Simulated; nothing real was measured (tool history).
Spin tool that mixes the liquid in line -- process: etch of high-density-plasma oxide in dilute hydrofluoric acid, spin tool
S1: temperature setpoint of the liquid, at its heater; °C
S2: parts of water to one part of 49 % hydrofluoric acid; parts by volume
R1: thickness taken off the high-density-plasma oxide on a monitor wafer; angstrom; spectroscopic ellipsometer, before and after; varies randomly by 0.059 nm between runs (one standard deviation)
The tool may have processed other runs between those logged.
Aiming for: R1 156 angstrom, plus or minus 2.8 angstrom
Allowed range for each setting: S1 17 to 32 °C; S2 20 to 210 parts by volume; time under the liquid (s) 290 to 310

{"run": 1, "day": 0.0, "S1": 24, "S2": 115, "time under the liquid (s)": 290, "R1": 117.66}
{"run": 2, "day": 0.025, "S1": 25.5, "S2": 115, "time under the liquid (s)": 290, "R1": 125.39}
{"run": 3, "day": 0.121, "S1": 25.5, "S2": 115, "time under the liquid (s)": 310, "R1": 133.86}
{"run": 4, "day": 0.167, "S1": 26.5, "S2": 115, "time under the liquid (s)": 310, "R1": 138.07}
{"run": 5, "day": 0.479, "S1": 27.5, "S2": 115, "time under the liquid (s)": 310, "R1": 145.06}
{"run": 6, "day": 0.842, "S1": 27.5, "S2": 135, "time under the liquid (s)": 310, "R1": 119.48}
{"run": 7, "day": 0.888, "S1": 28.5, "S2": 130, "time under the liquid (s)": 310, "R1": 129.74}
{"run": 8, "day": 1.212, "S1": 32, "S2": 120, "time under the liquid (s)": 310, "R1": 162.03}
{"run": 9, "day": 1.3, "S1": 31.5, "S2": 120, "time under the liquid (s)": 310, "R1": 160.31}

Consider the 4 candidate settings below. Which is the only one whose results all fall within their allowed miss of target?
{"run": "A", "day": 1.388, "S1": 31.5, "S2": 115, "time under the liquid (s)": 305, "R1": "?"}
{"run": "B", "day": 1.388, "S1": 32, "S2": 115, "time under the liquid (s)": 310, "R1": "?"}
{"run": "C", "day": 1.388, "S1": 31.5, "S2": 115, "time under the liquid (s)": 290, "R1": "?"}
{"run": "D", "day": 1.388, "S1": 32, "S2": 115, "time under the liquid (s)": 295, "R1": "?"}

move=A R1=164.08
move=B R1=169.83
move=C R1=156.01
move=D R1=161.61
A: further off than the last run
B: further off than the last run
C: all results in spec
D: further off than the last run
So the answer is move C, the one that meets all the targets.
